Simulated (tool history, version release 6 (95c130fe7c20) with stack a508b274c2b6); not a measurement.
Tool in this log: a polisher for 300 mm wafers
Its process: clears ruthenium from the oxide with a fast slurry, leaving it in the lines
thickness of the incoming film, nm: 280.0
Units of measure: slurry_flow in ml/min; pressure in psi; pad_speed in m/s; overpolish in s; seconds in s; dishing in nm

| run | hour | slurry_flow | pressure | pad_speed | slurry_solids | overpolish | seconds | dishing |
|---|---|---|---|---|---|---|---|---|
| 1 | 0 | 290 | 2.2 | 1.18 | 1 | 21 | 73.141 | 55.864 |
| 2 | 1 | 345 | 2.2 | 1.18 | 1 | 21 | 73.023 | 55.655 |
| 3 | 4.3 | 345 | 2.2 | 1.34 | 1 | 21 | 64.117 | 61.173 |
| 4 | 4.8 | 390 | 2.2 | 1.34 | 1 | 21 | 63.5 | 62.625 |
| 5 | 10.8 | 420 | 2.2 | 1.34 | 1 | 21 | 64.321 | 62.974 |
| 6 | 15.9 | 420 | 2.6 | 1.34 | 1 | 21 | 54.503 | 71.489 |
| 7 | 16.6 | 420 | 2.7 | 1.34 | 1 | 21 | 51.504 | 73.442 |
| 8 | 18 | 420 | 2.7 | 1.34 | 1 | 21 | 50.078 | 73.573 |

Run 9, settings as shown, results not yet in. Your forecast:
| 9 | 25.4 | 420 | 2.8 | 1.34 | 1 | 21 | ? | ? |

seconds: 50.444 s
dishing: 74.967 nm

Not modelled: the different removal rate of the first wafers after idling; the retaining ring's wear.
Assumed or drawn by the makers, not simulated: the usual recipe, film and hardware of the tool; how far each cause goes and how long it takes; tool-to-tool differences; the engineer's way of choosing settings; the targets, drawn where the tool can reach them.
